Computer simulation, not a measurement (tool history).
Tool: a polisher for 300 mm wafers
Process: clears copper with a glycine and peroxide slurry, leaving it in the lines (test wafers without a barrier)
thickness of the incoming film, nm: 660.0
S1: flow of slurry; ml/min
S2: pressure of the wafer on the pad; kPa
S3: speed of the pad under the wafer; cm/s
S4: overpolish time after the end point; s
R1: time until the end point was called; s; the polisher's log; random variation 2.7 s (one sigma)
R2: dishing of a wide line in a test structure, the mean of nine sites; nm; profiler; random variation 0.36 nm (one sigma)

run    day   S1    S2  S3  S4      R1      R2
  1  0.000  215  14.5  98  27  168.53  19.549
  2  0.267  255  14.5  98  27  168.08  20.018
  3  0.500  260  13.8  98  28  171.96  19.603
  4  0.712  265  13.8  94  31  173.00  20.400
  5  1.075  265  13.8  94  38  173.43  20.971
  6  1.267  265  13.1  94  38  181.74  20.220
  7  1.388  270  13.1  92  39  180.06  20.010
  8  1.654  275  13.1  86  40  187.12  20.630

Run 9 comes next. What will it give?
     1.692  -- worn pad replaced by a new one
  9  1.692  280  13.1  84  41   ?   ?

R1: 174.37 s
R2: 20.873 nm

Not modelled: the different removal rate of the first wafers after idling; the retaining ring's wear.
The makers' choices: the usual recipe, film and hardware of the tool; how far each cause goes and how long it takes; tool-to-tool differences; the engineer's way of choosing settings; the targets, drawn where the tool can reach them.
